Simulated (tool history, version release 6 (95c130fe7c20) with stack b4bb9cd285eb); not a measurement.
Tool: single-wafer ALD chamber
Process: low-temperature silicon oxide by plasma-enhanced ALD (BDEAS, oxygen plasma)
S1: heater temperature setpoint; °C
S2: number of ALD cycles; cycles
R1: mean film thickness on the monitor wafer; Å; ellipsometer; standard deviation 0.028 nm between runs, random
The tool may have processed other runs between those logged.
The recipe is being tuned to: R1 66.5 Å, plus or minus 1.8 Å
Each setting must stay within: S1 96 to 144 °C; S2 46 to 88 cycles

run	day	S1	S2	R1
1	0	120	67	88.311
2	0.092	121	63	84.465
3	0.288	126	63	82.324
4	0.467	120	63	83.646
5	0.558	121	59	78.042
6	0.625	121	57	75.324
7	0.704	121	55	73.335
8	0.958	121	54	71.254
9	1.004	121	54	71.851
10	1.292	121	53	70.416
11	1.646	121	52	69.018

Below are 4 possible settings for the next run. Only one of them brings all results inside the allowed miss of their targets. Which is it?
A	2	127	47	?
B	2	121	50	?
C	2	132	48	?
D	2	118	47	?

move	R1
A	62.177
B	66.807
C	62.971
D	63.11
A: carries the result that was furthest off beyond its target, to the other side
B: all results land within tolerance of their targets
C: carries the result that was furthest off beyond its target, to the other side
D: carries the result that was furthest off beyond its target, to the other side
Go with B: it meets all targets.
